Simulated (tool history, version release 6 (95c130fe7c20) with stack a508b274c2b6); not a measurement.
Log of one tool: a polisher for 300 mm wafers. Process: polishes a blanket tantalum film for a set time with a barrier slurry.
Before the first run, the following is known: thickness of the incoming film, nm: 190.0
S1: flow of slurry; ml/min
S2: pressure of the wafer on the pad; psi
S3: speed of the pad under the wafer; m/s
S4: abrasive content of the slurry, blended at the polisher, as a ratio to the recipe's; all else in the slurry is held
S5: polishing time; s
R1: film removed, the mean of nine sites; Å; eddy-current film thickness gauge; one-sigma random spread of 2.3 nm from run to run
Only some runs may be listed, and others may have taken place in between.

run,hour,S1,S2,S3,S4,S5,R1
1,0.0,290,2.4,1.16,1.0,40,1063.60
2,2.0,290,2.1,1.16,1.0,40,939.28
3,7.0,290,2.6,1.18,1.0,40,1198.90
4,8.7,235,2.6,1.18,1.0,40,1141.00
5,15.9,235,2.8,1.18,1.0,40,1247.20
6,17.6,245,3.1,1.18,1.0,40,1377.50

What does the tool deliver on the next run?
7,18.5,245,3.3,1.20,1.0,40,?

R1: 1508.00 Å

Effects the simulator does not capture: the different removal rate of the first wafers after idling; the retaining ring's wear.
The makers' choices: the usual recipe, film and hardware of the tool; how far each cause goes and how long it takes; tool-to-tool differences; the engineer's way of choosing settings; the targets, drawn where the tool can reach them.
